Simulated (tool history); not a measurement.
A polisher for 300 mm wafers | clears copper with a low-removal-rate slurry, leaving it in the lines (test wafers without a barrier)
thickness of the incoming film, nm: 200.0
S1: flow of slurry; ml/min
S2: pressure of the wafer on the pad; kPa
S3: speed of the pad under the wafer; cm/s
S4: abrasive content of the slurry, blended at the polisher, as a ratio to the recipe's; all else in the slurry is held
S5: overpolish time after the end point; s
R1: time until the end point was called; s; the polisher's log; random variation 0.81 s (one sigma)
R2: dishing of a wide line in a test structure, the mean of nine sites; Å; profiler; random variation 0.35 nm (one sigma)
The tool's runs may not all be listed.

| run | hour | S1 | S2 | S3 | S4 | S5 | R1 | R2 |
|---|---|---|---|---|---|---|---|---|
| 1 | 0 | 170 | 15.2 | 122 | 1 | 24 | 84.554 | 435.05 |
| 2 | 4.4 | 170 | 18.6 | 122 | 1 | 24 | 69.939 | 515.68 |
| 3 | 12.5 | 175 | 16.5 | 134 | 1 | 20 | 70.12 | 429.49 |
| 4 | 17.7 | 175 | 16.5 | 118 | 1 | 20 | 78.923 | 392.07 |
| 5 | 19.3 | 195 | 15.9 | 126 | 1 | 17 | 76.245 | 356.48 |
| 6 | 25.5 | 195 | 15.9 | 126 | 1 | 27 | 74.997 | 522.06 |
| 7 | 30.3 | 210 | 14.5 | 138 | 0.95 | 22 | 76.529 | 437.43 |
| 8 | 36.8 | 225 | 14.5 | 134 | 1.1 | 18 | 75.196 | 363.28 |
| 9 | 42.2 | 235 | 14.5 | 136 | 1.2 | 15 | 73.504 | 331.24 |
| 10 | 44.4 | 240 | 14.5 | 138 | 1.25 | 13 | 71.449 | 300.88 |

The next listed run, before its measurement:
| 11 | 46 | 245 | 14.5 | 142 | 1.3 | 12 | ? | ? |

R1: 67.372 s
R2: 288.08 Å
